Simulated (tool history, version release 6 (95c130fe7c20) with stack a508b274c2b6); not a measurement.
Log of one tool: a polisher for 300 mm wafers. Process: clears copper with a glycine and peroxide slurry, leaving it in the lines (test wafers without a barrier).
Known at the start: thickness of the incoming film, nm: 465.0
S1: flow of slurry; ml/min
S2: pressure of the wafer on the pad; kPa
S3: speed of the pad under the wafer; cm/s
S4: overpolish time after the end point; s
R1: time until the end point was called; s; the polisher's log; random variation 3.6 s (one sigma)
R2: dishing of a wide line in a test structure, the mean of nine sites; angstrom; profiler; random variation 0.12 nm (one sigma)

run 1 hour=0.0 | S1=230 S2=12.4 S3=90 S4=14 | R1=146.13 R2=300.470
run 2 hour=5.4 | S1=210 S2=10.3 S3=86 S4=11 | R1=171.54 R2=213.140
run 3 hour=8.2 | S1=160 S2=10.3 S3=86 S4=11 | R1=179.44 R2=192.850
run 4 hour=15.3 | S1=160 S2=10.3 S3=86 S4=8 | R1=177.25 R2=145.170
run 5 hour=17.8 | S1=160 S2=11.7 S3=86 S4=8 | R1=165.18 R2=155.590
run 6 hour=22.7 | S1=155 S2=12.4 S3=74 S4=7 | R1=184.15 R2=129.610
run 7 hour=28.6 | S1=150 S2=13.1 S3=66 S4=6 | R1=197.92 R2=105.110
run 8 hour=35.1 | S1=150 S2=13.1 S3=66 S4=6 | R1=193.87 R2=98.491
run 9 hour=38.9 | S1=150 S2=13.8 S3=62 S4=5 | R1=192.13 R2=84.834

The next listed run, before its measurement:
run 10 hour=41.4 | S1=150 S2=14.5 S3=60 S4=5 | R1=? R2=?

{"run 10": {"R1": 197.07, "R2": 84.855}}

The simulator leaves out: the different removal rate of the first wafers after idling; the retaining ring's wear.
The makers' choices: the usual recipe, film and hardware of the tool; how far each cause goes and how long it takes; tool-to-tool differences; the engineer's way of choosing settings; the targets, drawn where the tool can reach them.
